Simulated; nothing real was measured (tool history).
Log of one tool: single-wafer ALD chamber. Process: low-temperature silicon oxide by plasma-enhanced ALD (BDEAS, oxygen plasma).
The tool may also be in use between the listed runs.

| run | hour | heater temperature setpoint (°C) | number of ALD cycles (cycles) | mean film thickness on the monitor wafer (nm) |
|---|---|---|---|---|
| 1 | 0.0 | 95 | 21 | 2.8820 |
| 2 | 8.7 | 95 | 19 | 2.6207 |
| 3 | 17.7 | 95 | 22 | 3.0015 |
| 4 | 18.3 | 97 | 21 | 2.8685 |
| 5 | 19.2 | 89 | 21 | 2.9216 |
| 6 | 25.5 | 90 | 20 | 2.8132 |
| 7 | 31.4 | 93 | 20 | 2.7902 |
| 8 | 36.1 | 95 | 20 | 2.7525 |
| 9 | 39.8 | 97 | 20 | 2.7398 |
| 10 | 46.7 | 98 | 20 | 2.7284 |
| 11 | 48.6 | 99 | 20 | 2.6962 |
| 12 | 57.4 | 101 | 20 | 2.7067 |
| 13 | 58.3 | 102 | 20 | 2.6950 |
| 14 | 61.9 | 103 | 20 | 2.6953 |
| 15 | 64.2 | 104 | 20 | 2.6981 |

Forecast run 16:
|  | 72.7 | thermocouple changed; heater temperature recalibrated |
| 16 | 72.7 | 106 | 19 | ? |

Run 16 produced mean film thickness on the monitor wafer (nm) 2.5563.
